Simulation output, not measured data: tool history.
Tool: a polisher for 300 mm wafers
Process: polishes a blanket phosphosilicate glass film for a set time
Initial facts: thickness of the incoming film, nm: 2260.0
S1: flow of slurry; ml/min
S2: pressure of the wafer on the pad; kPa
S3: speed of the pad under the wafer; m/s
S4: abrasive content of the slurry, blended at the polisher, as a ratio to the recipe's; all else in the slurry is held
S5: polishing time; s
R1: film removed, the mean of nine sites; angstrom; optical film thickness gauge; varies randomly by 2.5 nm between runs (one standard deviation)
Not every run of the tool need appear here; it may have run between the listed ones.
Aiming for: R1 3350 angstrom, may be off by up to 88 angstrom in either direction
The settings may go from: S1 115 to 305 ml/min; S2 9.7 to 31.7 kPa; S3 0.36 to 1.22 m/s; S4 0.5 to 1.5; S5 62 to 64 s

run  hour   S1    S2    S3  S4  S5      R1
  1     0  195  20.7  0.78   1  62  4411.2
  2   1.1  195  20.7  0.64   1  62    3891
  3     7  195  20.7  0.64   1  62  3890.1
  4    16  195  20.7  0.64   1  64    3987
  5  23.4  195  20.7   0.5   1  64  3453.9
  6  26.5  195  24.1   0.5   1  64  3945.9
     31.9  -- slurry nozzle cleaned
  7  31.9  190  23.4   0.5   1  64  4124.7
  8    37  200  22.8   0.5   1  64  4030.4
  9  38.2  165  18.6   0.5   1  64  3248.5

5 candidate next runs follow, results not yet known. Just one meets every target within its allowed miss. Identify it.
  A  39.4  265  15.9  0.52  1.15  62   ?
  B  39.4  155  20.7  0.48     1  63   ?
  C  39.4  160  19.3  0.48  0.95  63   ?
  D  39.4  145  16.5   0.6   1.1  62   ?
  E  39.4  170  18.6   0.6  0.85  62   ?

move      R1
   A  3083.7
   B  3368.4
   C  3069.3
   D    3189
   E  3127.5
A: moves away from the targets compared with the last run
B: hits every target within its allowed miss
C: moves away from the targets compared with the last run
D: moves away from the targets compared with the last run
E: moves away from the targets compared with the last run
B is the move that brings every result within its allowed miss.
